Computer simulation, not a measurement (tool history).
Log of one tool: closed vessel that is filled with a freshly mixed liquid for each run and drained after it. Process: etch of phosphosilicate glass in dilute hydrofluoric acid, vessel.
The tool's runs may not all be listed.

| run | hour | temperature setpoint of the liquid (K) | parts of water to one part of 49 % hydrofluoric acid (parts by volume) | time in the liquid (s) | thickness taken off the phosphosilicate glass on a monitor wafer (Å) |
|---|---|---|---|---|---|
| 1 | 0.0 | 298.15 | 175 | 125 | 582.85 |
| 2 | 5.9 | 295.65 | 185 | 125 | 493.91 |
| 3 | 11.3 | 294.15 | 190 | 125 | 449.65 |
| 4 | 18.0 | 294.15 | 190 | 125 | 451.22 |
| 5 | 24.5 | 294.15 | 190 | 125 | 453.13 |
| 6 | 32.0 | 296.65 | 190 | 125 | 494.74 |
| 7 | 37.4 | 294.65 | 195 | 125 | 450.14 |
| 8 | 45.0 | 293.15 | 200 | 125 | 409.28 |
| 9 | 47.6 | 292.15 | 205 | 125 | 379.08 |

Run 10 comes next. What will it give?
| 10 | 51.6 | 291.65 | 205 | 125 | ? |

thickness taken off the phosphosilicate glass on a monitor wafer (Å): 373.19
